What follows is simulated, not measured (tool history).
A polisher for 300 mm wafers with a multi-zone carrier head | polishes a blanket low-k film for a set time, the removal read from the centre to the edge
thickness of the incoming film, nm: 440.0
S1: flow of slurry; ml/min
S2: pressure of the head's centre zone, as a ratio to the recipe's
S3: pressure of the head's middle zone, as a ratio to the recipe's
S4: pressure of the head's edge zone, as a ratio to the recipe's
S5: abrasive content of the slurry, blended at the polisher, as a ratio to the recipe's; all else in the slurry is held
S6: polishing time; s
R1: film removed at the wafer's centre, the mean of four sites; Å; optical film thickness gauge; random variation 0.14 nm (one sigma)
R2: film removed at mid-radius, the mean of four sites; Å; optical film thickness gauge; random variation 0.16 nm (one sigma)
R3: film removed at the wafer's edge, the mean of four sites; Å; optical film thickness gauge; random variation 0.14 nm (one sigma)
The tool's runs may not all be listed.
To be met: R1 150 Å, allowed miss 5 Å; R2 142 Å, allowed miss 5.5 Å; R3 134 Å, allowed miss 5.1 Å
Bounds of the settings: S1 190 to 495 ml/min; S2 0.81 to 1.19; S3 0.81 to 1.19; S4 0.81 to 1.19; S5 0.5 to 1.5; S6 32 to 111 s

{"run": 1, "hour": 0.0, "S1": 320, "S2": 1, "S3": 1, "S4": 1, "S5": 1, "S6": 71, "R1": 197.45, "R2": 208.93, "R3": 200.86}
{"run": 2, "hour": 2.6, "S1": 320, "S2": 0.94, "S3": 1, "S4": 1, "S5": 1, "S6": 71, "R1": 184.59, "R2": 206.72, "R3": 195.06}
{"run": 3, "hour": 9.0, "S1": 320, "S2": 1.03, "S3": 1, "S4": 1, "S5": 1, "S6": 71, "R1": 198.85, "R2": 209.42, "R3": 201.86}
{"run": 4, "hour": 16.9, "S1": 330, "S2": 1.04, "S3": 0.98, "S4": 0.96, "S5": 0.9, "S6": 69, "R1": 194.46, "R2": 189.02, "R3": 181.33}
{"run": 5, "hour": 20.6, "S1": 330, "S2": 1, "S3": 0.96, "S4": 0.94, "S5": 0.8, "S6": 69, "R1": 173.16, "R2": 183.15, "R3": 176.78}
{"run": 6, "hour": 24.9, "S1": 345, "S2": 1.03, "S3": 0.96, "S4": 0.93, "S5": 0.75, "S6": 66, "R1": 168.65, "R2": 172.35, "R3": 162.9}
{"run": 7, "hour": 29.7, "S1": 350, "S2": 1.04, "S3": 0.95, "S4": 0.92, "S5": 0.7, "S6": 65, "R1": 166.07, "R2": 159.62, "R3": 157.56}
{"run": 8, "hour": 33.0, "S1": 355, "S2": 1.05, "S3": 0.95, "S4": 0.9, "S5": 0.65, "S6": 64, "R1": 159.6, "R2": 157.11, "R3": 147.52}
{"run": 9, "hour": 35.1, "S1": 355, "S2": 1.05, "S3": 0.94, "S4": 0.89, "S5": 0.6, "S6": 64, "R1": 155.04, "R2": 147.03, "R3": 141.57}
{"run": 10, "hour": 35.8, "S1": 350, "S2": 1.05, "S3": 0.94, "S4": 0.88, "S5": 0.6, "S6": 64, "R1": 156.43, "R2": 146.97, "R3": 140.92}
{"run": 11, "hour": 42.6, "S1": 345, "S2": 1.04, "S3": 0.94, "S4": 0.87, "S5": 0.6, "S6": 64, "R1": 148.9, "R2": 147.16, "R3": 142.95}
{"run": 12, "hour": 45.6, "S1": 370, "S2": 1.08, "S3": 0.95, "S4": 0.85, "S5": 0.5, "S6": 63, "R1": 144.19, "R2": 138.79, "R3": 129.55}

Which of these 4 next moves meets every target?
{"run": "A", "hour": 48.6, "S1": 295, "S2": 1.06, "S3": 0.94, "S4": 0.82, "S5": 0.85, "S6": 55, "R1": "?", "R2": "?", "R3": "?"}
{"run": "B", "hour": 48.6, "S1": 345, "S2": 1.1, "S3": 1.04, "S4": 0.83, "S5": 0.5, "S6": 58, "R1": "?", "R2": "?", "R3": "?"}
{"run": "C", "hour": 48.6, "S1": 345, "S2": 1.19, "S3": 1.12, "S4": 0.81, "S5": 0.55, "S6": 58, "R1": "?", "R2": "?", "R3": "?"}
{"run": "D", "hour": 48.6, "S1": 380, "S2": 1.07, "S3": 1.09, "S4": 0.85, "S5": 0.5, "S6": 61, "R1": "?", "R2": "?", "R3": "?"}

move=A R1=154.04 R2=144.31 R3=131.29
move=B R1=138.93 R2=136.38 R3=113.88
move=C R1=155.92 R2=150.9 R3=117.19
move=D R1=143.62 R2=150.58 R3=121.51
A: meets every target
B: further off than the last run
C: takes the result that was furthest off past its target
D: further off than the last run
The right move is A.

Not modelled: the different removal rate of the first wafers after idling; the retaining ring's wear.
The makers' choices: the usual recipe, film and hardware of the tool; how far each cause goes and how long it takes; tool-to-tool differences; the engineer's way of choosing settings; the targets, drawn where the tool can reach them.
